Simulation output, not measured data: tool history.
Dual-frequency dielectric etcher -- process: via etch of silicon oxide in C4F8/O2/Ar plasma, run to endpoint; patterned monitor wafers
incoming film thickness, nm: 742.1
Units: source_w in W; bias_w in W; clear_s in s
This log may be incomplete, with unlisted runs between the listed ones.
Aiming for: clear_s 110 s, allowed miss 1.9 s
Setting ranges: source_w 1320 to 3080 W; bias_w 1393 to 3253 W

{"run": 1, "hour": 0.0, "source_w": 2200, "bias_w": 2323, "clear_s": 134.8}
{"run": 2, "hour": 3.3, "source_w": 1920, "bias_w": 2323, "clear_s": 145.81}
{"run": 3, "hour": 10.8, "source_w": 2190, "bias_w": 2323, "clear_s": 134.87}
{"run": 4, "hour": 15.8, "source_w": 2420, "bias_w": 2351, "clear_s": 128.22}
{"run": 5, "hour": 20.5, "source_w": 2610, "bias_w": 2382, "clear_s": 121.86}
{"run": 6, "hour": 25.6, "source_w": 2320, "bias_w": 2382, "clear_s": 130.15}
{"run": 7, "hour": 30.7, "source_w": 2530, "bias_w": 2409, "clear_s": 124.15}
{"run": 8, "hour": 36.4, "source_w": 2680, "bias_w": 2433, "clear_s": 119.81}
{"run": 9, "hour": 39.4, "source_w": 2790, "bias_w": 2451, "clear_s": 116.82}

Which one of the following 4 next-run settings gets every result inside its allowed miss? There is exactly one.
{"run": "A", "hour": 42.4, "source_w": 2680, "bias_w": 2144, "clear_s": "?"}
{"run": "B", "hour": 42.4, "source_w": 2940, "bias_w": 2408, "clear_s": "?"}
{"run": "C", "hour": 42.4, "source_w": 2690, "bias_w": 3185, "clear_s": "?"}
{"run": "D", "hour": 42.4, "source_w": 2960, "bias_w": 2496, "clear_s": "?"}

move=A clear_s=123.76
move=B clear_s=114.35
move=C clear_s=110.08
move=D clear_s=112.81
A: its largest miss is bigger than the last run's
B: closes in on the targets versus the last run, not all within tolerance yet
C: hits every target within its allowed miss
D: closes in on the targets versus the last run, not all within tolerance yet
C is the move that brings every result within its allowed miss.
